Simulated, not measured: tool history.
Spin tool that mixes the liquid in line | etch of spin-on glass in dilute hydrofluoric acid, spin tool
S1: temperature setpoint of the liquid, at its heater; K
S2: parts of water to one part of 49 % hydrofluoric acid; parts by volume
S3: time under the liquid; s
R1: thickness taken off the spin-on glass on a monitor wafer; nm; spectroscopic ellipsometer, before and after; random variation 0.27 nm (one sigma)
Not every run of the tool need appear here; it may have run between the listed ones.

run,day,S1,S2,S3,R1
1,0,298.15,265,185,16.664
2,0.079,300.15,245,185,19.539
3,0.121,301.65,230,185,22.499
4,0.267,302.65,230,185,23.44
5,0.5,303.65,220,185,25.38
6,0.633,303.65,220,185,25.307
7,0.829,306.15,185,185,34.196

Estimate the outcome of run 8 from the log above:
8,1.033,305.65,185,185,?

R1: 33.688 nm
